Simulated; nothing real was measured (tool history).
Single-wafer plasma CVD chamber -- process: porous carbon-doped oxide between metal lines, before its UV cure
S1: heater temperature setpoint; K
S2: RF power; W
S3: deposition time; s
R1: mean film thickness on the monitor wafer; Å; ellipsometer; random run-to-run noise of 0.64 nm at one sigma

run,day,S1,S2,S3,R1
1,0,563.15,615,26.6,1640.1
2,0.183,563.15,665,26.6,1704.8
3,0.225,563.15,735,26.6,1800.9
4,0.542,570.15,735,26.6,1742.1
5,0.879,570.15,680,26.6,1673.1
6,1.212,570.15,765,26.6,1777.1
7,1.321,582.15,665,25.4,1488.9

Forecast run 8:
8,1.454,583.15,655,25.4,?

R1: 1462.2 Å
